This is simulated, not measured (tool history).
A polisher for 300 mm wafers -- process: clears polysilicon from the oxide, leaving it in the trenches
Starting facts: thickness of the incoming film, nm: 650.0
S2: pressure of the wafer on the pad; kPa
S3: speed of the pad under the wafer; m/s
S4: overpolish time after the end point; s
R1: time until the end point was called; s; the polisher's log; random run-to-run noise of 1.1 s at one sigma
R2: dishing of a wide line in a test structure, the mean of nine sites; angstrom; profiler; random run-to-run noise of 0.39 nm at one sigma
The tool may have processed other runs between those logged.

{"run": 1, "hour": 0.0, "flow of slurry (ml/min)": 300, "S2": 20.7, "S3": 0.84, "S4": 14, "R1": 51.288, "R2": 679.05}
{"run": 2, "hour": 0.5, "flow of slurry (ml/min)": 305, "S2": 19.3, "S3": 0.82, "S4": 12, "R1": 54.928, "R2": 640.16}
{"run": 3, "hour": 7.1, "flow of slurry (ml/min)": 305, "S2": 19.3, "S3": 0.6, "S4": 12, "R1": 77.681, "R2": 541.81}
{"run": 4, "hour": 12.0, "flow of slurry (ml/min)": 355, "S2": 19.3, "S3": 0.6, "S4": 12, "R1": 78.508, "R2": 545.45}
{"run": 5, "hour": 13.1, "flow of slurry (ml/min)": 320, "S2": 21.4, "S3": 0.56, "S4": 10, "R1": 74.766, "R2": 494.65}
{"run": 6, "hour": 22.1, "flow of slurry (ml/min)": 290, "S2": 23.4, "S3": 0.52, "S4": 9, "R1": 71.979, "R2": 480.58}
{"run": 7, "hour": 26.0, "flow of slurry (ml/min)": 270, "S2": 24.8, "S3": 0.5, "S4": 8, "R1": 72.781, "R2": 440.38}
{"run": 8, "hour": 32.4, "flow of slurry (ml/min)": 250, "S2": 26.2, "S3": 0.5, "S4": 7, "R1": 70.095, "R2": 412.42}
{"run": 9, "hour": 37.8, "flow of slurry (ml/min)": 235, "S2": 27.6, "S3": 0.5, "S4": 6, "R1": 65.714, "R2": 387.29}
{"run": 10, "hour": 41.2, "flow of slurry (ml/min)": 225, "S2": 28.3, "S3": 0.5, "S4": 6, "R1": 66.314, "R2": 389}
{"run": 11, "hour": 44.0, "flow of slurry (ml/min)": 215, "S2": 29, "S3": 0.5, "S4": 6, "R1": 65.019, "R2": 387.32}
{"run": 12, "hour": 46.0, "flow of slurry (ml/min)": 210, "S2": 29.6, "S3": 0.5, "S4": 6, "R1": 64.387, "R2": 403.36}
{"run": 13, "hour": 49.3, "flow of slurry (ml/min)": 205, "S2": 30.3, "S3": 0.5, "S4": 6, "R1": 62.268, "R2": 406}
{"run": 14, "hour": 57.9, "flow of slurry (ml/min)": 200, "S2": 30.3, "S3": 0.5, "S4": 6, "R1": 63.589, "R2": 406.27}
{"run": 15, "hour": 61.4, "flow of slurry (ml/min)": 225, "S2": 30.3, "S3": 0.48, "S4": 6, "R1": 63.451, "R2": 404.78}
{"run": 16, "hour": 68.5, "flow of slurry (ml/min)": 215, "S2": 30.3, "S3": 0.48, "S4": 6, "R1": 61.712, "R2": 407.81}
{"run": 17, "hour": 73.7, "flow of slurry (ml/min)": 210, "S2": 30.3, "S3": 0.5, "S4": 6, "R1": 60.623, "R2": 405.34}
{"run": 18, "hour": 74.4, "flow of slurry (ml/min)": 205, "S2": 30.3, "S3": 0.5, "S4": 6, "R1": 60.756, "R2": 403.48}
{"run": 19, "hour": 75.2, "flow of slurry (ml/min)": 200, "S2": 30.3, "S3": 0.5, "S4": 6, "R1": 62.723, "R2": 400.11}
{"run": 20, "hour": 78.5, "flow of slurry (ml/min)": 285, "S2": 29.6, "S3": 0.48, "S4": 4, "R1": 62.879, "R2": 299.27}
{"run": 21, "hour": 87.4, "flow of slurry (ml/min)": 280, "S2": 29.6, "S3": 0.5, "S4": 4, "R1": 59.724, "R2": 305.17}
{"run": 22, "hour": 90.5, "flow of slurry (ml/min)": 275, "S2": 29.6, "S3": 0.5, "S4": 4, "R1": 62.001, "R2": 306.2}
{"run": 23, "hour": 93.0, "flow of slurry (ml/min)": 270, "S2": 29.6, "S3": 0.52, "S4": 4, "R1": 60.626, "R2": 306.87}

Estimate the outcome of run 24 from the log above:
{"run": 24, "hour": 96.1, "flow of slurry (ml/min)": 270, "S2": 29.6, "S3": 0.52, "S4": 4, "R1": "?", "R2": "?"}

Run 24 produced R1 59.43 s, R2 311.66 angstrom.
